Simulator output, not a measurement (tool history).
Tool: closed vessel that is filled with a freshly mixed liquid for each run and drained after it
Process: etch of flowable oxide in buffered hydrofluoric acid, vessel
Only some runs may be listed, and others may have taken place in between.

run,hour,temperature setpoint of the liquid (°C),parts of 40 % ammonium fluoride to one part of 49 % hydrofluoric acid (parts by volume),time in the liquid (s),thickness taken off the flowable oxide on a monitor wafer (angstrom)
1,0.0,20.0,14.5,85,1396.1
2,8.7,19.0,15.0,85,1294.1
3,13.6,18.5,15.5,85,1219.9
4,14.3,17.0,15.5,85,1107.5
5,17.3,17.0,16.0,85,1082.3
6,25.2,17.0,12.5,85,1361.1
7,29.2,17.0,14.0,85,1213.6

What will run 8 give?
8,33.6,17.0,15.0,85,?

thickness taken off the flowable oxide on a monitor wafer (angstrom): 1167.7
